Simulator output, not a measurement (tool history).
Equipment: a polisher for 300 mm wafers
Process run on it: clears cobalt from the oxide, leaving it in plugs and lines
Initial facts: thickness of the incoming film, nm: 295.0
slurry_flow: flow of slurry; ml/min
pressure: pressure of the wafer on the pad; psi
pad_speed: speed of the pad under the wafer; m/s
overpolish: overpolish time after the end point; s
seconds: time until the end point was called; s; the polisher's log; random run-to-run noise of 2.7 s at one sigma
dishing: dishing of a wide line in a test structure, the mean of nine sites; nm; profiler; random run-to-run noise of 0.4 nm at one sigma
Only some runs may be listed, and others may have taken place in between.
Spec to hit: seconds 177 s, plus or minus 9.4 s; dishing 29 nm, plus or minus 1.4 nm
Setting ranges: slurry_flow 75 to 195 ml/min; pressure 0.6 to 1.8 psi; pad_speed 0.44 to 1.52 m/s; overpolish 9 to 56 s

run,hour,slurry_flow,pressure,pad_speed,overpolish,seconds,dishing
1,0,125,1.2,0.98,29,129.17,39.287
2,3.8,125,1.2,0.98,28,127.97,39.237
3,7.5,125,1.2,0.98,27,125.76,38.917
4,11.4,125,1.1,0.98,26,142.78,35.59
5,15.1,125,1.1,0.98,25,143.16,34.649
6,23.9,125,1.1,0.88,25,157.82,34.29
7,32.5,120,0.9,0.9,18,187.17,23.821
8,39.6,125,0.9,0.9,19,182.64,24.48
9,43.7,125,0.9,0.9,20,183.47,25.463
10,52.4,125,0.9,0.9,21,186.37,26.037
11,61.3,135,0.9,0.88,22,187.33,27.341

Pick the move, out of 5, that brings all results within their allowed miss; only one does.
A,70.2,155,0.9,1,18,?,?
B,70.2,130,0.9,0.76,26,?,?
C,70.2,125,0.8,0.92,23,?,?
D,70.2,125,1.1,0.72,23,?,?
E,70.2,125,1,0.84,18,?,?

move,seconds,dishing
A,160.44,26.845
B,202.19,29.603
C,199.24,27.45
D,174.38,30.055
E,171.73,25.56
A: moves away from the targets compared with the last run
B: brings the result that was furthest off to its target, and leaves another outside
C: moves away from the targets compared with the last run
D: all results land within tolerance of their targets
E: moves away from the targets compared with the last run
Move D is the one to make.
